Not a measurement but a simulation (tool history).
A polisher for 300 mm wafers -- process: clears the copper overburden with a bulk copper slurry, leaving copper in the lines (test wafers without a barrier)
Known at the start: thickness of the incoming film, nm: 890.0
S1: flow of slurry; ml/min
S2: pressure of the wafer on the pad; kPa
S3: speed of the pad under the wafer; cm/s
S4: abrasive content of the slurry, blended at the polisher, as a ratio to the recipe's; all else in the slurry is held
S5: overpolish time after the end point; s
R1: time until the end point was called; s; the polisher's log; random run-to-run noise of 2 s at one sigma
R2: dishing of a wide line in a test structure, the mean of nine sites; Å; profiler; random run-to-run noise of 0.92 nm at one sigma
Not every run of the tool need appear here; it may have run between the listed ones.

run,day,S1,S2,S3,S4,S5,R1,R2
1,0.000,185,20.0,140,1.00,25,75.216,1024.40
2,0.196,185,20.0,152,1.00,25,67.887,1005.80
3,0.346,185,20.0,152,0.80,25,70.690,1005.70
4,0.604,140,20.0,152,0.80,25,74.820,1002.20
5,0.742,140,20.0,152,1.00,25,70.895,999.79
6,1.050,130,17.2,154,1.05,20,81.734,851.84
7,1.138,125,15.2,154,1.15,17,87.131,743.34
8,1.217,120,13.8,152,1.25,15,98.648,670.56
9,1.308,115,12.4,156,1.30,13,105.500,570.03
10,1.600,115,11.7,158,1.30,12,110.150,523.61
# day 1.700: slurry blender recalibrated
11,1.700,115,11.0,160,1.30,11,107.440,522.91

Run 12 comes next. What will it give?
12,1.888,115,11.0,160,1.30,11,?,?

{"run 12": {"R1": 107.24, "R2": 505.75}}
